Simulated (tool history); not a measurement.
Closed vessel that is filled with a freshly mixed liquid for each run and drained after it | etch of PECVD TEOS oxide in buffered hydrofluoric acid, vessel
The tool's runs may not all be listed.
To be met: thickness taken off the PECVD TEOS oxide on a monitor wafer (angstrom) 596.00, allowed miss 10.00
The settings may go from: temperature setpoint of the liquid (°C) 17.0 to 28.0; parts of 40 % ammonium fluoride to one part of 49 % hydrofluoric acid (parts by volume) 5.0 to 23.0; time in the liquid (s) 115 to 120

run,hour,temperature setpoint of the liquid (°C),parts of 40 % ammonium fluoride to one part of 49 % hydrofluoric acid (parts by volume),time in the liquid (s),thickness taken off the PECVD TEOS oxide on a monitor wafer (angstrom)
1,0.0,20.0,14.0,115,801.39
2,8.8,23.5,14.0,115,975.47
3,12.4,22.0,14.5,115,867.73
4,19.3,20.5,15.0,115,766.14
5,20.5,20.5,15.0,115,776.06
6,21.6,19.5,15.5,115,698.21
7,24.9,19.0,15.5,115,686.42
8,28.1,18.5,15.5,115,669.01

Which of these 4 next moves meets every target?
A,31.3,19.0,18.0,115,?
B,31.3,17.5,14.5,120,?
C,31.3,19.5,16.0,120,?
D,31.3,20.0,15.5,115,?

move,thickness taken off the PECVD TEOS oxide on a monitor wafer (angstrom)
A,590.62
B,700.46
C,712.02
D,724.07
A: meets every target
B: further off than the last run
C: further off than the last run
D: further off than the last run
The right move is A.

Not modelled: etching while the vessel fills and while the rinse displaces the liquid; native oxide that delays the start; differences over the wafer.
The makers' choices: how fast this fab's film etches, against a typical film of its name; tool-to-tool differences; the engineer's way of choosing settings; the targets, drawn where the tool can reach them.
